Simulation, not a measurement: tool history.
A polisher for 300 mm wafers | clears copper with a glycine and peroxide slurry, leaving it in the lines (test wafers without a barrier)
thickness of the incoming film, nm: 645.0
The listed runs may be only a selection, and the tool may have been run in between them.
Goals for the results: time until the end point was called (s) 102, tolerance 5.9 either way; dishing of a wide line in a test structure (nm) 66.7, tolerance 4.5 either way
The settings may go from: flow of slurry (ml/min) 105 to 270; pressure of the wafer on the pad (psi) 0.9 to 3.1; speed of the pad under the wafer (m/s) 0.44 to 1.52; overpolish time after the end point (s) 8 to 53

| run | day | flow of slurry (ml/min) | pressure of the wafer on the pad (psi) | speed of the pad under the wafer (m/s) | overpolish time after the end point (s) | time until the end point was called (s) | dishing of a wide line in a test structure (nm) |
|---|---|---|---|---|---|---|---|
| 1 | 0 | 175 | 2 | 0.98 | 27 | 121.59 | 56.616 |
| 2 | 0.35 | 175 | 2.1 | 0.98 | 28 | 122.34 | 58.649 |
| 3 | 0.421 | 175 | 2.2 | 1 | 28 | 114.45 | 59.972 |
| 4 | 0.592 | 175 | 1.9 | 1 | 28 | 131.36 | 58.084 |
| 5 | 0.654 | 175 | 1.9 | 1 | 17 | 129.4 | 45.026 |
| 6 | 0.762 | 175 | 2 | 1 | 20 | 125.48 | 47.918 |
| 7 | 1.125 | 175 | 2.1 | 1 | 22 | 121.72 | 52.655 |
| 8 | 1.208 | 175 | 2.2 | 1 | 23 | 118.52 | 54.115 |
| 9 | 1.421 | 175 | 2.3 | 1 | 24 | 108.95 | 56.738 |
| 10 | 1.717 | 175 | 2.3 | 1 | 25 | 109.86 | 60.106 |
| 11 | 1.788 | 175 | 2.4 | 1 | 26 | 108.84 | 59.746 |
| 12 | 2.042 | 175 | 2.4 | 1 | 27 | 108.06 | 64.665 |

Which of these 4 next moves meets every target?
| A | 2.296 | 165 | 2.1 | 1.04 | 37 | ? | ? |
| B | 2.296 | 190 | 2.9 | 0.88 | 28 | ? | ? |
| C | 2.296 | 155 | 2.4 | 1.36 | 27 | ? | ? |
| D | 2.296 | 140 | 2.6 | 1.3 | 31 | ? | ? |

| move | time until the end point was called (s) | dishing of a wide line in a test structure (nm) |
|---|---|---|
| A | 116.86 | 63.98 |
| B | 100.84 | 64.137 |
| C | 85.096 | 63.537 |
| D | 84.314 | 66.913 |
A: its largest miss is bigger than the last run's
B: every result lands within tolerance
C: the result that was furthest off in the last run now lies on the other side of its target
D: the result that was furthest off in the last run now lies on the other side of its target
So the answer is move B, the one that meets all the targets.
